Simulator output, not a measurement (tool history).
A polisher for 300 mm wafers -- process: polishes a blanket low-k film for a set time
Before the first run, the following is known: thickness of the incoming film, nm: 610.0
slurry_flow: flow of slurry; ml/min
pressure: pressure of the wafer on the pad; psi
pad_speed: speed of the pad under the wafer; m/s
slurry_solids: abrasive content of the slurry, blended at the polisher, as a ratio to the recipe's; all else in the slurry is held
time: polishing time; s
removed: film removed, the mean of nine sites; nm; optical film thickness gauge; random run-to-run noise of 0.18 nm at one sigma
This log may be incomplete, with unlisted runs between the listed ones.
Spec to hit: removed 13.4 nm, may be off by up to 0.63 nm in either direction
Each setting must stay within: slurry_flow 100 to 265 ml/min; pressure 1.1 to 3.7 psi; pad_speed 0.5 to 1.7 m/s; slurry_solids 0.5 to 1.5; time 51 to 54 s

run	hour	slurry_flow	pressure	pad_speed	slurry_solids	time	removed
1	0	170	2.4	1.1	1	51	25.487
2	2.6	170	2.8	1.1	1	51	28.402
3	11.4	210	2.8	1.1	1	51	29.127
4	12	210	2.8	1.1	0.8	51	27.385
5	17.3	210	2.5	1.06	0.8	51	24.508
6	24.6	210	2.5	1.06	0.8	51	24.415
7	29.3	210	2.3	1.02	0.8	51	22.753
8	37	210	2.1	0.96	0.8	51	19.595
9	44.6	210	1.9	0.94	0.8	51	17.503
10	50.1	210	1.8	0.94	0.8	51	17.114
11	53.8	210	1.7	0.94	0.8	51	16.775
12	55.3	205	1.1	0.9	0.8	51	11.641
13	63.2	210	1.1	0.9	0.8	51	11.952
14	65	215	1.1	0.9	0.8	51	12.051
15	70.3	220	1.1	0.9	0.8	51	11.983
16	75.3	220	1.2	0.9	0.8	51	12.472

Which single option among these 5 for the next run brings every result within its allowed miss of target? Just one does.
A	80.3	215	1.4	0.7	0.95	52	?
B	80.3	250	1.1	0.8	0.8	51	?
C	80.3	220	1.2	0.92	0.6	54	?
D	80.3	215	1.1	0.86	0.8	51	?
E	80.3	260	1.1	0.98	0.9	51	?

move	removed
A	12.532
B	11.096
C	12.346
D	11.502
E	13.488
A: closes in on the targets versus the last run, not all within tolerance yet
B: further off than the last run
C: further off than the last run
D: further off than the last run
E: in spec on every target
Go with E: it meets all targets.
